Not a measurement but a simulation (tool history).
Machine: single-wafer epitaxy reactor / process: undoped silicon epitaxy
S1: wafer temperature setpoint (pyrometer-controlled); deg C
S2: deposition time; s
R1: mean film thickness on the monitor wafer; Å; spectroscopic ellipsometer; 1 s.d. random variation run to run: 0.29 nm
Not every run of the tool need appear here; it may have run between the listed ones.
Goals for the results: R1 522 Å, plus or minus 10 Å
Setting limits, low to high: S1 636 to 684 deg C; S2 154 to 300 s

{"run": 1, "day": 0.0, "S1": 660, "S2": 227, "R1": 433.45}
{"run": 2, "day": 0.279, "S1": 660, "S2": 215, "R1": 410.4}
{"run": 3, "day": 0.496, "S1": 663, "S2": 215, "R1": 436.83}
{"run": 4, "day": 0.621, "S1": 663, "S2": 193, "R1": 393.01}
{"run": 5, "day": 0.896, "S1": 663, "S2": 163, "R1": 331.63}
{"run": 6, "day": 1.167, "S1": 659, "S2": 163, "R1": 309.48}
{"run": 7, "day": 1.242, "S1": 671, "S2": 178, "R1": 422.93}
{"run": 8, "day": 1.379, "S1": 674, "S2": 178, "R1": 442.06}
{"run": 9, "day": 1.483, "S1": 676, "S2": 178, "R1": 456.41}
{"run": 10, "day": 1.662, "S1": 678, "S2": 178, "R1": 475.35}
{"run": 11, "day": 1.846, "S1": 679, "S2": 178, "R1": 483.57}

Which of these 5 next moves meets every target?
{"run": "A", "day": 2.029, "S1": 681, "S2": 194, "R1": "?"}
{"run": "B", "day": 2.029, "S1": 684, "S2": 183, "R1": "?"}
{"run": "C", "day": 2.029, "S1": 683, "S2": 186, "R1": "?"}
{"run": "D", "day": 2.029, "S1": 682, "S2": 182, "R1": "?"}
{"run": "E", "day": 2.029, "S1": 683, "S2": 190, "R1": "?"}

move=A R1=546.2
move=B R1=543.81
move=C R1=542.89
move=D R1=521.74
move=E R1=554.56
A: moves the result that the last run missed by most past its target, out the other side
B: moves the result that the last run missed by most past its target, out the other side
C: moves the result that the last run missed by most past its target, out the other side
D: hits every target within its allowed miss
E: moves the result that the last run missed by most past its target, out the other side
The move that meets every target is D.

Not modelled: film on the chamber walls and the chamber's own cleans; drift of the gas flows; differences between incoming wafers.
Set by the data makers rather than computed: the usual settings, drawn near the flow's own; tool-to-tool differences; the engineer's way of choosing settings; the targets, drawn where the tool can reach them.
